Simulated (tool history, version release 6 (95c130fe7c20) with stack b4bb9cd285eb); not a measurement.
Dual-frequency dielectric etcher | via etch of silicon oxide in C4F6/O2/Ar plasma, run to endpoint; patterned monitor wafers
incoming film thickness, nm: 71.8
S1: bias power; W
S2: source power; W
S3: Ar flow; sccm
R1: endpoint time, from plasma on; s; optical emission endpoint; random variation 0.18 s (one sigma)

| run | hour | S1 | S2 | S3 | R1 |
|---|---|---|---|---|---|
| 1 | 0.0 | 392 | 370 | 399 | 19.928 |
| 2 | 6.0 | 366 | 360 | 402 | 20.498 |
| 3 | 10.1 | 366 | 390 | 402 | 19.938 |
| 4 | 19.0 | 391 | 390 | 402 | 19.205 |
| 5 | 25.8 | 455 | 390 | 402 | 18.139 |
| 6 | 33.2 | 455 | 390 | 436 | 18.497 |
| 7 | 37.5 | 416 | 380 | 440 | 19.290 |
| 8 | 40.6 | 384 | 370 | 442 | 20.090 |
| 9 | 42.5 | 359 | 360 | 444 | 20.812 |

The next listed run, before its measurement:
| 10 | 46.1 | 282 | 330 | 452 | ? |

R1: 23.921 s
